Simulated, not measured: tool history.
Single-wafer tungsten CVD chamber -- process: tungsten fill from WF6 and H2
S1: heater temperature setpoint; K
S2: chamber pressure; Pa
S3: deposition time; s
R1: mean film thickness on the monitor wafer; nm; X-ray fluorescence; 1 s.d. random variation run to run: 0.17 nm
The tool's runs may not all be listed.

run    day      S1    S2    S3       R1
  1  0.000  658.15  6706  40.9  109.200
  2  0.092  658.15  6706  40.9  109.200
  3  0.308  658.15  6706  40.9  108.960
  4  0.550  654.15  6653  40.9   99.091
  5  0.679  654.15  5520  40.9   92.417
  6  0.792  654.15  5520  40.9   92.347
  7  0.904  651.15  5493  40.9   86.042

What will run 8 give?
  8  1.225  649.15  5480  40.9   ?

{"run 8": {"R1": 82.19}}
